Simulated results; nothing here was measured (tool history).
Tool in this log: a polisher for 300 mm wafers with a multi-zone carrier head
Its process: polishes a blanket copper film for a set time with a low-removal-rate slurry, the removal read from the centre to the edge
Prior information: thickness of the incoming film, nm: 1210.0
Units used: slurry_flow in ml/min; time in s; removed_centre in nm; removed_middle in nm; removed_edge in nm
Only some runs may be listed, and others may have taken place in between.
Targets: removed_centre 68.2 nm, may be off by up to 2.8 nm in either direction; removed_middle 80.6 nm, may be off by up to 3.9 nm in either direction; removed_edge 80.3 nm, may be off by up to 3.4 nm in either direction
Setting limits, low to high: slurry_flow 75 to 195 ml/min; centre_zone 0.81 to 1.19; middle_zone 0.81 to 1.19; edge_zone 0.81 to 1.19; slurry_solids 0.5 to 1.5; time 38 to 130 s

run  hour  slurry_flow  centre_zone  middle_zone  edge_zone  slurry_solids  time  removed_centre  removed_middle  removed_edge
  1     0          125            1            1          1              1    84          132.38          131.88        131.84
  2   5.4          115            1            1          1              1    84          130.28          132.15        129.29
  3  10.7          110         0.98         0.99          1           0.95    81          121.67          121.39        124.81
  4  11.4          110         1.03         0.99          1           0.95    81          124.69          124.35        122.19
  5  12.1          105         1.01            1          1            0.9    78          117.09          117.22        117.56
  6  20.5          100         0.99         1.01          1           0.85    75          109.76          111.98        110.86
  7  24.8           75         0.89         1.01       1.04            0.6    52          61.178          67.803        73.018
  8  29.6           75         0.89         1.01       1.04            0.6    52          62.785          67.586        70.913
  9  36.1           80         0.89         1.02       1.05            0.6    52          61.384          72.605        71.944
 10  39.6          105         0.94         0.98       1.12           0.75    53          72.032          75.686        83.509
 11  47.2          105         0.94         0.99       1.12           0.75    53           72.53          75.975        80.731
 12  49.8          105         0.93            1       1.12           0.75    53          72.537          77.326        80.677

4 next moves are on the table. One of them brings every result within its allowed miss. Which?
  A  52.4          110         1.04         1.08       1.09           0.75    52               ?               ?             ?
  B  52.4           75         0.84         1.04       1.19            0.7    58               ?               ?             ?
  C  52.4           95         1.01            1       1.19           0.55    53               ?               ?             ?
  D  52.4          145         0.85         1.04       1.11           0.65    52               ?               ?             ?

move  removed_centre  removed_middle  removed_edge
   A          79.536          79.885        79.586
   B          67.762          79.566        87.561
   C          72.812          70.511        79.175
   D          69.046          79.005        80.923
A: lands further from the targets than the last run did
B: meets the target for the result that was furthest off, but another lies outside its allowed miss
C: lands further from the targets than the last run did
D: each result inside its tolerance
The move that meets every target is D.
